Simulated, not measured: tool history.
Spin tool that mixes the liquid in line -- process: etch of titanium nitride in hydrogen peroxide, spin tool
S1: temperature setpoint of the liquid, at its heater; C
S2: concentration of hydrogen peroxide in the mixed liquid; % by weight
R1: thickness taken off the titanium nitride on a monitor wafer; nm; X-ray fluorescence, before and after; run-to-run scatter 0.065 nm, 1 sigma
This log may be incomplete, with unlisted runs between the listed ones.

{"run": 1, "hour": 0.0, "S1": 57, "S2": 22, "time under the liquid (s)": 75, "R1": 8.22}
{"run": 2, "hour": 3.1, "S1": 57, "S2": 24, "time under the liquid (s)": 75, "R1": 8.4587}
{"run": 3, "hour": 5.9, "S1": 57, "S2": 27.5, "time under the liquid (s)": 75, "R1": 8.6656}
{"run": 4, "hour": 9.4, "S1": 58, "S2": 27.5, "time under the liquid (s)": 75, "R1": 9.1779}
{"run": 5, "hour": 13.7, "S1": 58.5, "S2": 27.5, "time under the liquid (s)": 75, "R1": 9.6029}
{"run": 6, "hour": 16.5, "S1": 53, "S2": 27.5, "time under the liquid (s)": 75, "R1": 6.5515}
{"run": 7, "hour": 23.1, "S1": 55, "S2": 27.5, "time under the liquid (s)": 75, "R1": 7.5351}

Forecast run 8:
{"run": 8, "hour": 25.0, "S1": 56.5, "S2": 27.5, "time under the liquid (s)": 75, "R1": "?"}

R1: 8.2994 nm

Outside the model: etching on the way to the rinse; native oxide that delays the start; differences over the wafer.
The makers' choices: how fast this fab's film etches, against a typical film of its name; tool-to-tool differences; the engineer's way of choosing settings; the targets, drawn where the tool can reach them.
